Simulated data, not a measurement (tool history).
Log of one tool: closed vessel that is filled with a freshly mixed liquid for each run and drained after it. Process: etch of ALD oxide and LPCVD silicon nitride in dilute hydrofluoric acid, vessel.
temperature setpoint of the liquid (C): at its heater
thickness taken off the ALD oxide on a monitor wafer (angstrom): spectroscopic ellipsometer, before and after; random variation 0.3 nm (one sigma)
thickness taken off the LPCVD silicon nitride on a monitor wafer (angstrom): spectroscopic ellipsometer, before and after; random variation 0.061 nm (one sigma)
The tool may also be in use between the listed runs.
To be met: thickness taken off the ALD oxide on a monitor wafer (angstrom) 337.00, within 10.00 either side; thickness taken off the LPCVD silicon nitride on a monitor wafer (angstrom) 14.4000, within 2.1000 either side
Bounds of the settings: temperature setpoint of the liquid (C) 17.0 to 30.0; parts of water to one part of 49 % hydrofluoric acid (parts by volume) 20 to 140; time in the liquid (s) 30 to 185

| run | hour | temperature setpoint of the liquid (C) | parts of water to one part of 49 % hydrofluoric acid (parts by volume) | time in the liquid (s) | thickness taken off the ALD oxide on a monitor wafer (angstrom) | thickness taken off the LPCVD silicon nitride on a monitor wafer (angstrom) |
|---|---|---|---|---|---|---|
| 1 | 0.0 | 22.0 | 75 | 95 | 141.33 | 5.9564 |
| 2 | 6.9 | 23.0 | 70 | 95 | 158.13 | 7.2069 |
| 3 | 13.3 | 23.0 | 80 | 95 | 136.30 | 6.6792 |
| 4 | 21.8 | 23.0 | 60 | 95 | 184.50 | 9.1420 |
| 5 | 29.0 | 22.5 | 55 | 95 | 200.36 | 8.4875 |
| 6 | 36.3 | 22.5 | 70 | 95 | 153.61 | 7.4836 |
| 7 | 42.0 | 23.0 | 65 | 95 | 170.96 | 8.5924 |
| 8 | 48.8 | 23.0 | 60 | 95 | 187.11 | 8.8813 |
| 9 | 57.7 | 23.0 | 55 | 95 | 202.66 | 9.6849 |
| 10 | 62.1 | 25.5 | 25 | 95 | 526.44 | 24.2260 |
| 11 | 67.8 | 25.0 | 25 | 95 | 503.68 | 21.7370 |
| 12 | 75.5 | 24.5 | 25 | 95 | 495.35 | 21.9970 |
| 13 | 82.7 | 24.5 | 25 | 95 | 487.18 | 23.0270 |
| 14 | 89.1 | 24.0 | 25 | 95 | 495.74 | 22.5940 |

4 candidate next runs follow, results not yet known. Just one meets every target within its allowed miss. Identify it.
| A | 95.5 | 23.5 | 25 | 130 | ? | ? |
| B | 95.5 | 21.0 | 30 | 90 | ? | ? |
| C | 95.5 | 19.0 | 25 | 75 | ? | ? |
| D | 95.5 | 30.0 | 75 | 135 | ? | ? |

| move | thickness taken off the ALD oxide on a monitor wafer (angstrom) | thickness taken off the LPCVD silicon nitride on a monitor wafer (angstrom) |
|---|---|---|
| A | 653.63 | 29.2390 |
| B | 336.93 | 14.2920 |
| C | 310.92 | 12.3290 |
| D | 273.88 | 15.9130 |
A: its largest miss is bigger than the last run's
B: all results land within tolerance of their targets
C: takes the result that was furthest off past its target
D: takes the result that was furthest off past its target
Answer: B
